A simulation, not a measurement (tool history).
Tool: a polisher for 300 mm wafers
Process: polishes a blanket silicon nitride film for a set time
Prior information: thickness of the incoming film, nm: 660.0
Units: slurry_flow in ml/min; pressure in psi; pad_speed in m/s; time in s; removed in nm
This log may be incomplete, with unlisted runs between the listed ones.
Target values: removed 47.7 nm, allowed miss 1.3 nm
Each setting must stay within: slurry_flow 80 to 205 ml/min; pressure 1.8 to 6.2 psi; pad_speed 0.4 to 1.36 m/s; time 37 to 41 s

run	hour	slurry_flow	pressure	pad_speed	time	removed
1	0	135	4	0.88	41	81.474
2	5	135	3.5	0.88	41	72.34
3	13.6	150	3.5	0.88	41	74.087
4	15.3	150	3.9	0.88	41	80.715
5	20.4	150	3.9	0.8	41	75.489
6	28	150	3.9	0.8	37	67.688
7	30.2	150	3.9	0.8	37	68.147
# hour 39.2: head pressure recalibrated
8	39.2	145	3.5	0.8	37	57.69
9	40.4	130	3.4	0.8	37	54.48

Exactly one of the 4 candidate moves below puts every result within its allowed miss. Which one?
A	41.6	125	3.3	0.78	41	?
B	41.6	130	3.4	0.68	37	?
C	41.6	140	3.8	0.64	37	?
D	41.6	160	3	0.7	41	?

move	removed
A	58.002
B	48.544
C	51.768
D	51.354
A: the biggest miss grows against the last run
B: all results in spec
C: gains on the last run, yet a result remains outside its allowed miss
D: gains on the last run, yet a result remains outside its allowed miss
B is the move that brings every result within its allowed miss.

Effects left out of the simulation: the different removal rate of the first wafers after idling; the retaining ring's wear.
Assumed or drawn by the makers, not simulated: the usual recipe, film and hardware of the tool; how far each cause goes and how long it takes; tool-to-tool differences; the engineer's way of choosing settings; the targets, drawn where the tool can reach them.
